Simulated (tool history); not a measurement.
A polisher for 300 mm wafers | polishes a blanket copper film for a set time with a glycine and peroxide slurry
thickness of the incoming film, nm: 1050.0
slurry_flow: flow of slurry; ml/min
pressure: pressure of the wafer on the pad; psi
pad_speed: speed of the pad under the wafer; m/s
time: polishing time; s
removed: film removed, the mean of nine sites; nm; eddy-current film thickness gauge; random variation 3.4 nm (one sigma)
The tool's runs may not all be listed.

{"run": 1, "hour": 0.0, "slurry_flow": 260, "pressure": 2.9, "pad_speed": 0.96, "time": 30, "removed": 197.74}
{"run": 2, "hour": 6.6, "slurry_flow": 260, "pressure": 3.0, "pad_speed": 0.96, "time": 30, "removed": 198.31}
{"run": 3, "hour": 11.8, "slurry_flow": 260, "pressure": 2.7, "pad_speed": 0.96, "time": 30, "removed": 189.15}
{"run": 4, "hour": 18.0, "slurry_flow": 200, "pressure": 2.7, "pad_speed": 0.96, "time": 30, "removed": 177.82}
{"run": 5, "hour": 22.3, "slurry_flow": 200, "pressure": 2.7, "pad_speed": 1.14, "time": 30, "removed": 207.27}
{"run": 6, "hour": 26.8, "slurry_flow": 205, "pressure": 2.8, "pad_speed": 1.14, "time": 30, "removed": 215.02}
{"run": 7, "hour": 31.4, "slurry_flow": 210, "pressure": 2.9, "pad_speed": 1.14, "time": 30, "removed": 222.19}
{"run": 8, "hour": 37.8, "slurry_flow": 215, "pressure": 3.0, "pad_speed": 1.14, "time": 30, "removed": 224.66}

Forecast run 9:
{"run": 9, "hour": 43.3, "slurry_flow": 220, "pressure": 3.1, "pad_speed": 1.14, "time": 30, "removed": "?"}

Run 9 gave removed 233.60 nm.
